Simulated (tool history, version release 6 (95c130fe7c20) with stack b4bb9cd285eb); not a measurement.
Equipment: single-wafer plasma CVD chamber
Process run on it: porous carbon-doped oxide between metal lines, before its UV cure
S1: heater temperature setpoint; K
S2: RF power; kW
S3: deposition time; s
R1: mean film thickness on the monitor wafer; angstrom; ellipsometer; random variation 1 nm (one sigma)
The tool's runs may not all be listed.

run    day      S1     S2    S3      R1
  1  0.000  553.15  0.450  32.3  1844.5
  2  0.233  560.15  0.450  32.3  1772.1
  3  0.512  553.15  0.455  32.3  1869.8
  4  0.754  563.15  0.455  32.3  1773.7
  5  1.067  556.15  0.460  32.3  1845.6
  6  1.408  564.15  0.460  32.3  1739.7
  7  1.608  557.15  0.465  32.3  1836.8
  8  1.775  552.15  0.470  32.3  1888.6

Expected results for the next run?
  9  1.825  548.15  0.475  32.3   ?

{"run 9": {"R1": 1947.6}}
